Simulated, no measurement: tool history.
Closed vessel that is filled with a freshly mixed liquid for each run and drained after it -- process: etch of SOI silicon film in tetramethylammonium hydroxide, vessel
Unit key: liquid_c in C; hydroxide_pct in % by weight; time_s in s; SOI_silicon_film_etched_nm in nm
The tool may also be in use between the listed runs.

run  hour  liquid_c  hydroxide_pct  time_s  SOI_silicon_film_etched_nm
  1   0.0        72            9.5      90                      787.73
  2   3.3        72            9.5      90                      785.65
  3   5.3        72           11.5      90                      728.76
  4   6.3        74           11.5      90                      812.48
  5   9.9        74           11.5      95                      864.29
  6  16.7        74           10.0      95                      916.52
  7  24.1        75           10.0      95                      956.03

What does the tool deliver on the next run?
  8  30.9        76           10.0      95                           ?

{"run 8": {"SOI_silicon_film_etched_nm": 1016.5}}
